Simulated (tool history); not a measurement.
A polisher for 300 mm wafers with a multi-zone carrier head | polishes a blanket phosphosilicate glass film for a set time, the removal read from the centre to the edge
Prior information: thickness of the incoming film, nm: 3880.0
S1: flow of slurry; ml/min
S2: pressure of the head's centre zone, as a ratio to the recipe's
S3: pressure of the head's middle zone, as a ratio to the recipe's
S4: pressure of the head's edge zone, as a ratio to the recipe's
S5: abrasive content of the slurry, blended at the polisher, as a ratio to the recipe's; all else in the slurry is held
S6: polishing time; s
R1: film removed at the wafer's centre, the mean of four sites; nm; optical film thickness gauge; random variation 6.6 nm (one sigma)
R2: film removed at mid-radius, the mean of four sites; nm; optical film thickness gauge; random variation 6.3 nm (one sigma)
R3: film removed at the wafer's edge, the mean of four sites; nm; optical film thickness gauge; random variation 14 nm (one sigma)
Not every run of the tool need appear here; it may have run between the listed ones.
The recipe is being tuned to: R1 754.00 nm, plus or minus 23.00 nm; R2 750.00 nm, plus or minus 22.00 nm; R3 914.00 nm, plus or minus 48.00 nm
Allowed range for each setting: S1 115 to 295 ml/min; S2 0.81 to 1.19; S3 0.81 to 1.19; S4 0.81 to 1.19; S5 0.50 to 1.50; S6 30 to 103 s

run  hour   S1    S2    S3    S4    S5  S6      R1      R2      R3
  1   0.0  190  1.00  1.00  1.00  1.00  66  648.56  650.86  648.85
  2   4.5  190  0.99  0.99  1.03  1.05  66  651.21  655.41  674.55
  3  11.4  190  0.94  0.99  1.03  1.05  66  623.69  655.10  665.84
  4  15.8  190  0.94  0.98  1.05  1.10  66  632.98  676.31  684.29
  5  18.5  185  0.94  0.96  1.07  1.15  67  653.14  675.39  727.21
  6  25.7  185  0.94  0.95  1.09  1.20  67  676.34  669.22  749.54
  7  27.0  185  0.94  0.95  1.09  1.20  67  672.32  671.50  715.89
  8  36.0  180  0.92  0.93  1.10  1.25  68  677.50  685.34  782.98
  9  43.0  180  0.92  0.93  1.10  1.30  68  677.79  713.21  789.06
 10  46.5  180  0.92  0.92  1.11  1.35  68  702.95  713.85  819.25

Exactly one of the 4 candidate moves below puts every result within its allowed miss. Which one?
  A  50.0  155  0.96  0.84  1.19  1.50  68   ?   ?   ?
  B  50.0  140  0.81  0.81  1.17  1.20  84   ?   ?   ?
  C  50.0  190  1.12  1.07  1.12  1.45  55   ?   ?   ?
  D  50.0  130  0.87  0.83  1.05  1.50  79   ?   ?   ?

move      R1      R2      R3
   A  741.38  663.99  850.98
   B  686.70  711.16  935.25
   C  718.59  670.31  672.26
   D  750.34  738.86  905.41
A: puts the biggest miss on target and leaves a different result outside tolerance
B: further off than the last run
C: further off than the last run
D: all results land within tolerance of their targets
Move D is the one to make.
